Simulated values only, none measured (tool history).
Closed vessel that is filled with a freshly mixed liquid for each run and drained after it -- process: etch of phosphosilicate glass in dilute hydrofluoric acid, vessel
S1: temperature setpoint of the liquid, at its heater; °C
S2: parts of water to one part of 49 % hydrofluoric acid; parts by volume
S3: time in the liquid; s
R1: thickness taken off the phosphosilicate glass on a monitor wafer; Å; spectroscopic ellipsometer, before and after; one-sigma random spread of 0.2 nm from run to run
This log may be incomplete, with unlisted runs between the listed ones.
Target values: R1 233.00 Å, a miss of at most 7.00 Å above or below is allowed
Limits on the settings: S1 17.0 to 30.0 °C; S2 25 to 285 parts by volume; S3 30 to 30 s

{"run": 1, "day": 0.0, "S1": 22.0, "S2": 155, "S3": 30, "R1": 267.95}
{"run": 2, "day": 0.283, "S1": 22.0, "S2": 200, "S3": 30, "R1": 198.42}
{"run": 3, "day": 0.579, "S1": 23.0, "S2": 200, "S3": 30, "R1": 204.91}
{"run": 4, "day": 0.788, "S1": 23.0, "S2": 200, "S3": 30, "R1": 205.39}
{"run": 5, "day": 0.854, "S1": 24.0, "S2": 200, "S3": 30, "R1": 213.24}
{"run": 6, "day": 0.992, "S1": 22.5, "S2": 200, "S3": 30, "R1": 200.38}
{"run": 7, "day": 1.138, "S1": 23.5, "S2": 200, "S3": 30, "R1": 209.43}
{"run": 8, "day": 1.175, "S1": 24.0, "S2": 200, "S3": 30, "R1": 214.73}
{"run": 9, "day": 1.55, "S1": 24.5, "S2": 200, "S3": 30, "R1": 216.76}
{"run": 10, "day": 1.929, "S1": 25.0, "S2": 200, "S3": 30, "R1": 221.16}
{"run": 11, "day": 2.075, "S1": 25.5, "S2": 200, "S3": 30, "R1": 223.65}

Exercise: of the 4 proposed moves below, exactly one satisfies all targets within the stated allowed misses. Which move is it?
{"run": "A", "day": 2.221, "S1": 25.5, "S2": 205, "S3": 30, "R1": "?"}
{"run": "B", "day": 2.221, "S1": 27.0, "S2": 210, "S3": 30, "R1": "?"}
{"run": "C", "day": 2.221, "S1": 30.0, "S2": 235, "S3": 30, "R1": "?"}
{"run": "D", "day": 2.221, "S1": 26.0, "S2": 195, "S3": 30, "R1": "?"}

move=A R1=218.66
move=B R1=223.99
move=C R1=215.72
move=D R1=236.71
A: the biggest miss grows against the last run
B: neither nearer nor further off than the last run
C: the biggest miss grows against the last run
D: meets every target
Correct choice: D, which meets every target
